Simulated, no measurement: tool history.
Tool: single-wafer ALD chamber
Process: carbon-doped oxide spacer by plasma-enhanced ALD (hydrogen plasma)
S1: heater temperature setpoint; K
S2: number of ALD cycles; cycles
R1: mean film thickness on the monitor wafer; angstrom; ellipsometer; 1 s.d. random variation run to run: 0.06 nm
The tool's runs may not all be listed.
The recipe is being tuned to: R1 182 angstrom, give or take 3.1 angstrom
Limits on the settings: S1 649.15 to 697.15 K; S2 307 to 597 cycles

{"run": 1, "hour": 0.0, "S1": 673.15, "S2": 452, "R1": 235.98}
{"run": 2, "hour": 4.6, "S1": 673.15, "S2": 429, "R1": 226.46}
{"run": 3, "hour": 7.6, "S1": 673.15, "S2": 380, "R1": 200.1}
{"run": 4, "hour": 10.5, "S1": 674.15, "S2": 372, "R1": 195.81}
{"run": 5, "hour": 15.3, "S1": 675.15, "S2": 366, "R1": 191.52}
{"run": 6, "hour": 21.4, "S1": 675.15, "S2": 421, "R1": 221.46}
{"run": 7, "hour": 27.0, "S1": 675.15, "S2": 405, "R1": 213.62}
{"run": 8, "hour": 29.9, "S1": 675.15, "S2": 392, "R1": 204.31}
{"run": 9, "hour": 38.3, "S1": 678.15, "S2": 339, "R1": 177.44}
{"hour": 39.2, "done": "thermocouple changed; heater temperature recalibrated"}
{"run": 10, "hour": 39.2, "S1": 677.15, "S2": 340, "R1": 176.47}
{"run": 11, "hour": 47.0, "S1": 676.15, "S2": 341, "R1": 176.52}
{"run": 12, "hour": 50.2, "S1": 675.15, "S2": 343, "R1": 178.35}

Consider the 4 candidate settings below. Which is the only one whose results all fall within their allowed miss of target?
{"run": "A", "hour": 53.4, "S1": 675.15, "S2": 336, "R1": "?"}
{"run": "B", "hour": 53.4, "S1": 676.15, "S2": 334, "R1": "?"}
{"run": "C", "hour": 53.4, "S1": 673.15, "S2": 332, "R1": "?"}
{"run": "D", "hour": 53.4, "S1": 661.15, "S2": 346, "R1": "?"}

move=A R1=175.8
move=B R1=174.16
move=C R1=174.91
move=D R1=182.28
A: its largest miss is bigger than the last run's
B: its largest miss is bigger than the last run's
C: its largest miss is bigger than the last run's
D: every result within its allowed miss
Go with D: it meets all targets.
